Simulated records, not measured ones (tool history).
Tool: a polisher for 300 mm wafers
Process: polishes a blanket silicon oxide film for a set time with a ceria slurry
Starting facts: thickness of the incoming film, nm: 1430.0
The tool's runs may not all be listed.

run,hour,flow of slurry (ml/min),pressure of the wafer on the pad (psi),speed of the pad under the wafer (cm/s),polishing time (s),film removed (Å)
1,0.0,140,3.2,118,35,1658.5
2,3.0,145,3.7,124,35,2041.2
3,5.6,160,3.7,124,35,2065.4
4,11.0,125,3.7,124,35,1946.4
5,16.5,140,4.1,130,35,2340.6
6,24.8,150,4.4,134,35,2676.1
7,27.9,160,4.6,136,35,2829.8
# hour 31.1: worn pad replaced by a new one
8,31.1,160,4.7,140,35,3279.3
9,32.8,165,4.7,140,35,3271.9

For run 10, what comes out?
10,39.1,175,4.7,140,35,?

film removed (Å): 3317.9
